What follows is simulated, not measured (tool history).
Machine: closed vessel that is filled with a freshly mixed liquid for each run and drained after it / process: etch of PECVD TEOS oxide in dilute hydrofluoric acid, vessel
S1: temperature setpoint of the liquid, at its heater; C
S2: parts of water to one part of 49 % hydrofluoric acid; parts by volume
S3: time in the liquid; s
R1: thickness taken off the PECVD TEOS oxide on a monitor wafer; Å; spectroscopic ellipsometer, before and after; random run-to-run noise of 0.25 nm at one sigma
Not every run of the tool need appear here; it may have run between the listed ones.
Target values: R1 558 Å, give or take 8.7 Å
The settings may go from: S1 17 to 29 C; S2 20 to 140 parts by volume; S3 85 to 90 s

{"run": 1, "hour": 0.0, "S1": 21, "S2": 75, "S3": 85, "R1": 323.74}
{"run": 2, "hour": 8.5, "S1": 23, "S2": 70, "S3": 85, "R1": 376}
{"run": 3, "hour": 10.9, "S1": 23, "S2": 90, "S3": 85, "R1": 285.58}
{"run": 4, "hour": 18.4, "S1": 24.5, "S2": 80, "S3": 85, "R1": 348.42}
{"run": 5, "hour": 27.2, "S1": 25.5, "S2": 75, "S3": 85, "R1": 384.8}
{"run": 6, "hour": 28.1, "S1": 28, "S2": 75, "S3": 85, "R1": 426.91}
{"run": 7, "hour": 37.1, "S1": 28, "S2": 70, "S3": 85, "R1": 461.32}
{"run": 8, "hour": 39.9, "S1": 28, "S2": 65, "S3": 85, "R1": 499.57}

Which of these 4 next moves meets every target?
{"run": "A", "hour": 42.7, "S1": 27, "S2": 60, "S3": 90, "R1": "?"}
{"run": "B", "hour": 42.7, "S1": 29, "S2": 80, "S3": 85, "R1": "?"}
{"run": "C", "hour": 42.7, "S1": 27, "S2": 55, "S3": 85, "R1": "?"}
{"run": "D", "hour": 42.7, "S1": 27.5, "S2": 60, "S3": 85, "R1": "?"}

move=A R1=557.67
move=B R1=414.56
move=C R1=578.77
move=D R1=537.15
A: each result inside its tolerance
B: lands further from the targets than the last run did
C: the result that was furthest off in the last run now lies on the other side of its target
D: nearer the targets than the last run, but a result is still out of spec
Correct choice: A, which meets every target

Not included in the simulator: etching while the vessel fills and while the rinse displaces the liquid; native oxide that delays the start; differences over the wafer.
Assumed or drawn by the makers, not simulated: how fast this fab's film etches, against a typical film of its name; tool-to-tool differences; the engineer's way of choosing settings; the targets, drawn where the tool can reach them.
